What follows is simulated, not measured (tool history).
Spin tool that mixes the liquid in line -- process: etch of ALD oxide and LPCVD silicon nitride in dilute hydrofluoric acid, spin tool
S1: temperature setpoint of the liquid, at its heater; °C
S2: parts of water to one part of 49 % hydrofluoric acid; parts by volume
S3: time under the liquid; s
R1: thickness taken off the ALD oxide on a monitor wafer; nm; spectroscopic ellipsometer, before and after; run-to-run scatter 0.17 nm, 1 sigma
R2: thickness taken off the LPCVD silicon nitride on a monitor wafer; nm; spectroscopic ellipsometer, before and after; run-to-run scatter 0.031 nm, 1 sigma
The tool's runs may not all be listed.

| run | hour | S1 | S2 | S3 | R1 | R2 |
|---|---|---|---|---|---|---|
| 1 | 0.0 | 22.0 | 210 | 110 | 10.516 | 0.21029 |
| 2 | 5.9 | 24.0 | 210 | 110 | 11.522 | 0.25527 |
| 3 | 7.5 | 24.5 | 200 | 110 | 12.588 | 0.24693 |
| 4 | 12.1 | 25.0 | 200 | 110 | 12.714 | 0.21492 |
|  | 16.8 | hydrofluoric acid flow meter replaced |
| 5 | 16.8 | 24.5 | 195 | 110 | 14.046 | 0.28370 |
| 6 | 18.5 | 25.0 | 195 | 110 | 14.437 | 0.30150 |

Forecast run 7:
| 7 | 19.8 | 25.5 | 195 | 110 | ? | ? |

R1: 15.053 nm
R2: 0.33815 nm
